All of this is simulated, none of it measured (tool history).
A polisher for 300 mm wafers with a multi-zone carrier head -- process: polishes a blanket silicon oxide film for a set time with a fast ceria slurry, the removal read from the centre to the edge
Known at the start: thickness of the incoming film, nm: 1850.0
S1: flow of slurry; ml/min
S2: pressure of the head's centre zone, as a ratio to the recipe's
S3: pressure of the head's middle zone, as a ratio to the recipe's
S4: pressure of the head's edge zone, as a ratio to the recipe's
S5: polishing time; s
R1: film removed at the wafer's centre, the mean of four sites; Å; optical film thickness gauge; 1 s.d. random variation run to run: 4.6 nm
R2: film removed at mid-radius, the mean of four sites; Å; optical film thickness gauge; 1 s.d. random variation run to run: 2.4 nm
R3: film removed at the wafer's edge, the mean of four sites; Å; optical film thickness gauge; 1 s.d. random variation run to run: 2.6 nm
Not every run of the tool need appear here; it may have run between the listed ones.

run	day	S1	S2	S3	S4	S5	R1	R2	R3
1	0	260	1	1	1	44	5628.6	5487.3	5166.3
2	0.079	230	1	1	1	44	5499.3	5414.7	5164.4
3	0.292	230	0.97	1	1	44	5212.1	5367.9	5161.4
4	0.325	230	0.97	1	1	35	4215.4	4370.9	4057.6
5	0.658	220	0.95	0.96	0.99	34	3846.9	4027.8	3957.5
6	0.688	220	0.94	0.94	0.97	33	3899.1	3879.3	3807.8
7	0.808	215	0.92	0.92	0.96	33	3751.4	3777.5	3726.6
# day 1.092: edge zone pressure recalibrated
8	1.092	210	0.9	0.9	0.96	33	3720.8	3681.6	3927.9
9	1.154	205	0.89	0.9	0.94	32	3450.9	3552.2	3770.1

Run 10 comes next. What will it give?
10	1.496	200	0.89	0.9	0.92	32	?	?	?

Run 10 measured R1 3514.5 Å, R2 3557 Å, R3 3731.5 Å.
